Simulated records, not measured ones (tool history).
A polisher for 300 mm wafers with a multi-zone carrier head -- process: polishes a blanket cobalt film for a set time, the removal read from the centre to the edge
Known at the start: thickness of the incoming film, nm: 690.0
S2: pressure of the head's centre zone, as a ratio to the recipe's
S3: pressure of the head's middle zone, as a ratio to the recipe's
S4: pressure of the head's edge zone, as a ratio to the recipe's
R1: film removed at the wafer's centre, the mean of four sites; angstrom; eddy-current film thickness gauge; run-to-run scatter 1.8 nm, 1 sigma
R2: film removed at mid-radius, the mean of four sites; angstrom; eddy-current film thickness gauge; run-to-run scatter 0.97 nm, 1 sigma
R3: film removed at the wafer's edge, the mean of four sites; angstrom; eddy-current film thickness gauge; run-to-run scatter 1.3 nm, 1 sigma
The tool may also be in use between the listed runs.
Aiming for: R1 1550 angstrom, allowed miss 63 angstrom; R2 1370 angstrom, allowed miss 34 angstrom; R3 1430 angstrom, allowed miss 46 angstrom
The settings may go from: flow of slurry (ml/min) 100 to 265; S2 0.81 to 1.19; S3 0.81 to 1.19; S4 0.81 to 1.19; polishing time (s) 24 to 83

run 1 hour=0 | flow_of_slurry_(ml/min)=170 S2=1 S3=1 S4=1 polishing_time_(s)=53 | R1=2445.3 R2=2412.1 R3=2509.6
run 2 hour=6.4 | flow_of_slurry_(ml/min)=165 S2=1.01 S3=0.98 S4=0.96 polishing_time_(s)=46 | R1=2141.6 R2=2067.2 R3=2083.2
run 3 hour=15 | flow_of_slurry_(ml/min)=155 S2=1 S3=0.94 S4=0.93 polishing_time_(s)=43 | R1=1910.9 R2=1852.5 R3=1903.5
run 4 hour=17.1 | flow_of_slurry_(ml/min)=150 S2=1.01 S3=0.91 S4=0.9 polishing_time_(s)=41 | R1=1859.1 R2=1712.5 R3=1826
run 5 hour=20.3 | flow_of_slurry_(ml/min)=150 S2=1.01 S3=0.91 S4=0.9 polishing_time_(s)=53 | R1=2413.6 R2=2212.6 R3=2315.3
run 6 hour=29 | flow_of_slurry_(ml/min)=145 S2=1.02 S3=0.9 S4=0.88 polishing_time_(s)=47 | R1=2125 R2=1970.1 R3=2020.5
run 7 hour=34.7 | flow_of_slurry_(ml/min)=145 S2=1.03 S3=0.88 S4=0.87 polishing_time_(s)=43 | R1=1962.3 R2=1728.2 R3=1856.6
run 8 hour=42.2 | flow_of_slurry_(ml/min)=140 S2=1.03 S3=0.88 S4=0.85 polishing_time_(s)=40 | R1=1777.9 R2=1607.3 R3=1675.9
run 9 hour=49.8 | flow_of_slurry_(ml/min)=135 S2=1.04 S3=0.87 S4=0.84 polishing_time_(s)=39 | R1=1743.4 R2=1553.3 R3=1613.9
run 10 hour=54.5 | flow_of_slurry_(ml/min)=130 S2=1.04 S3=0.86 S4=0.83 polishing_time_(s)=38 | R1=1705.3 R2=1489.1 R3=1560.6
run 11 hour=61.2 | flow_of_slurry_(ml/min)=125 S2=1.04 S3=0.86 S4=0.82 polishing_time_(s)=38 | R1=1657.7 R2=1493.4 R3=1522.9
run 12 hour=64 | flow_of_slurry_(ml/min)=120 S2=1.04 S3=0.85 S4=0.82 polishing_time_(s)=38 | R1=1637.4 R2=1455.4 R3=1533.8

Consider the 5 candidate settings below. Which is the only one whose results all fall within their allowed miss of target?
run A hour=66.8 | flow_of_slurry_(ml/min)=125 S2=1.03 S3=0.81 S4=0.93 polishing_time_(s)=35 | R1=? R2=? R3=?
run B hour=66.8 | flow_of_slurry_(ml/min)=130 S2=1.12 S3=1.17 S4=0.81 polishing_time_(s)=33 | R1=? R2=? R3=?
run C hour=66.8 | flow_of_slurry_(ml/min)=115 S2=1.05 S3=0.87 S4=0.81 polishing_time_(s)=36 | R1=? R2=? R3=?
run D hour=66.8 | flow_of_slurry_(ml/min)=135 S2=1.06 S3=0.82 S4=0.86 polishing_time_(s)=34 | R1=? R2=? R3=?
run E hour=66.8 | flow_of_slurry_(ml/min)=105 S2=1.07 S3=0.81 S4=0.84 polishing_time_(s)=36 | R1=? R2=? R3=?

move=A R1=1490.2 R2=1310.2 R3=1530.1
move=B R1=1539.9 R2=1581.5 R3=1360.2
move=C R1=1519.7 R2=1375.4 R3=1454.3
move=D R1=1520.4 R2=1307.4 R3=1453.7
move=E R1=1496.3 R2=1279.6 R3=1450.4
A: takes the biggest miss from the last run beyond its target
B: moves away from the targets compared with the last run
C: hits every target within its allowed miss
D: takes the biggest miss from the last run beyond its target
E: takes the biggest miss from the last run beyond its target
Correct choice: C, which meets every target

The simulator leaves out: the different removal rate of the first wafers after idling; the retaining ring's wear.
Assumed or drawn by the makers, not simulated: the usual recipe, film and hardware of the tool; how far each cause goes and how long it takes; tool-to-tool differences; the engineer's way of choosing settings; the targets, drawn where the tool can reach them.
